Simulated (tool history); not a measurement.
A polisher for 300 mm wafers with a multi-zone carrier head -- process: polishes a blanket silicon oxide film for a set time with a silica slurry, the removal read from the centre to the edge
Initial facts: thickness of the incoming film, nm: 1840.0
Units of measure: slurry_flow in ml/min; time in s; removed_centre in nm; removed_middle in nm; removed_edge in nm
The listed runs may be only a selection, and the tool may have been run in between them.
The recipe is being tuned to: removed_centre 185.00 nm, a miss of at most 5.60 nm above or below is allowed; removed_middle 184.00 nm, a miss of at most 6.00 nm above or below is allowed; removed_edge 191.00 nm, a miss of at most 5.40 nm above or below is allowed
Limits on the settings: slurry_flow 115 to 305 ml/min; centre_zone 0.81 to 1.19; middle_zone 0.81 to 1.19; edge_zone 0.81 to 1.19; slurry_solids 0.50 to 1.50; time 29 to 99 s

| run | day | slurry_flow | centre_zone | middle_zone | edge_zone | slurry_solids | time | removed_centre | removed_middle | removed_edge |
|---|---|---|---|---|---|---|---|---|---|---|
| 1 | 0.000 | 195 | 1.00 | 1.00 | 1.00 | 1.00 | 64 | 141.50 | 141.54 | 147.18 |
| 2 | 0.338 | 200 | 1.01 | 1.01 | 1.02 | 1.05 | 64 | 143.46 | 144.57 | 149.46 |
| 3 | 0.375 | 200 | 1.02 | 1.01 | 1.03 | 1.10 | 64 | 146.86 | 148.97 | 153.80 |
| 4 | 0.467 | 200 | 1.02 | 0.97 | 1.03 | 1.10 | 64 | 149.27 | 141.71 | 154.44 |
| 5 | 0.688 | 200 | 0.94 | 0.97 | 1.03 | 1.10 | 64 | 135.87 | 140.43 | 152.34 |
| 6 | 0.721 | 200 | 0.94 | 0.97 | 1.07 | 1.10 | 64 | 138.05 | 141.68 | 159.66 |
| 7 | 1.046 | 205 | 0.96 | 0.98 | 1.08 | 1.10 | 64 | 141.74 | 145.24 | 159.41 |
| 8 | 1.188 | 210 | 0.97 | 0.99 | 1.09 | 1.15 | 64 | 144.99 | 149.54 | 161.53 |
| 9 | 1.238 | 210 | 0.98 | 0.99 | 1.10 | 1.20 | 64 | 147.56 | 151.57 | 165.17 |

4 next moves are on the table. One of them brings every result within its allowed miss. Which?
| A | 1.288 | 175 | 1.04 | 1.02 | 1.03 | 1.05 | 81 | ? | ? | ? |
| B | 1.288 | 260 | 1.15 | 1.17 | 0.98 | 1.20 | 71 | ? | ? | ? |
| C | 1.288 | 200 | 0.97 | 0.93 | 1.15 | 1.30 | 79 | ? | ? | ? |
| D | 1.288 | 185 | 0.99 | 1.02 | 1.11 | 1.10 | 72 | ? | ? | ? |

| move | removed_centre | removed_middle | removed_edge |
|---|---|---|---|
| A | 186.60 | 183.33 | 191.46 |
| B | 198.73 | 197.10 | 176.49 |
| C | 185.17 | 180.38 | 214.56 |
| D | 161.52 | 166.65 | 180.32 |
A: hits every target within its allowed miss
B: carries the result that was furthest off beyond its target, to the other side
C: gets the furthest-off result to its target, but another result is out of tolerance
D: closer than the last run, but not yet in spec
Move A is the one to make.
